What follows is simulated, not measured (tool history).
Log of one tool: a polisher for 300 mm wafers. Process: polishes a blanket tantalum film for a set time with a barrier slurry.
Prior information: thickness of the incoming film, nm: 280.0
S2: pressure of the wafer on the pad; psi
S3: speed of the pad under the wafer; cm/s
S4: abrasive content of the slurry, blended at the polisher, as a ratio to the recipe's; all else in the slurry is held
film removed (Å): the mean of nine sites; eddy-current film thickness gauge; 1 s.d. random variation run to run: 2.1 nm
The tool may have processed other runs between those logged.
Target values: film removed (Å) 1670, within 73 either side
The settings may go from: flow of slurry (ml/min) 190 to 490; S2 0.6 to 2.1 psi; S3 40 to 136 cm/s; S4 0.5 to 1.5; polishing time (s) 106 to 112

run 1 hour=0 | flow_of_slurry_(ml/min)=315 S2=1.3 S3=88 S4=1 polishing_time_(s)=106 | film_removed_(Å)=923.84
run 2 hour=5.4 | flow_of_slurry_(ml/min)=315 S2=1.4 S3=88 S4=1 polishing_time_(s)=106 | film_removed_(Å)=989.09
run 3 hour=14 | flow_of_slurry_(ml/min)=260 S2=1.4 S3=88 S4=1 polishing_time_(s)=106 | film_removed_(Å)=957.26
run 4 hour=20.5 | flow_of_slurry_(ml/min)=260 S2=1.1 S3=88 S4=1 polishing_time_(s)=106 | film_removed_(Å)=784.69
run 5 hour=21.5 | flow_of_slurry_(ml/min)=260 S2=1.4 S3=88 S4=1 polishing_time_(s)=106 | film_removed_(Å)=968.91
run 6 hour=29.3 | flow_of_slurry_(ml/min)=260 S2=1.4 S3=104 S4=1 polishing_time_(s)=106 | film_removed_(Å)=1141.7
run 7 hour=33.6 | flow_of_slurry_(ml/min)=260 S2=1.5 S3=104 S4=1 polishing_time_(s)=106 | film_removed_(Å)=1232.7
run 8 hour=39.5 | flow_of_slurry_(ml/min)=260 S2=1.6 S3=104 S4=1 polishing_time_(s)=106 | film_removed_(Å)=1333.6
run 9 hour=45.1 | flow_of_slurry_(ml/min)=260 S2=1.6 S3=104 S4=1 polishing_time_(s)=106 | film_removed_(Å)=1300.4
run 10 hour=51.8 | flow_of_slurry_(ml/min)=260 S2=1.7 S3=104 S4=1 polishing_time_(s)=106 | film_removed_(Å)=1383.7
run 11 hour=57.8 | flow_of_slurry_(ml/min)=265 S2=1.9 S3=104 S4=1 polishing_time_(s)=106 | film_removed_(Å)=1535.6

Exactly one of the 4 candidate moves below puts every result within its allowed miss. Which one?
run A hour=63.8 | flow_of_slurry_(ml/min)=285 S2=1.9 S3=114 S4=1 polishing_time_(s)=106 | film_removed_(Å)=?
run B hour=63.8 | flow_of_slurry_(ml/min)=270 S2=2.1 S3=94 S4=0.6 polishing_time_(s)=106 | film_removed_(Å)=?
run C hour=63.8 | flow_of_slurry_(ml/min)=280 S2=1.5 S3=112 S4=1.15 polishing_time_(s)=106 | film_removed_(Å)=?
run D hour=63.8 | flow_of_slurry_(ml/min)=280 S2=1.9 S3=90 S4=1.2 polishing_time_(s)=106 | film_removed_(Å)=?

move=A film_removed_(Å)=1694.7
move=B film_removed_(Å)=1351.8
move=C film_removed_(Å)=1365.6
move=D film_removed_(Å)=1399.7
A: every result within its allowed miss
B: its largest miss is bigger than the last run's
C: its largest miss is bigger than the last run's
D: its largest miss is bigger than the last run's
Correct choice: A, which meets every target
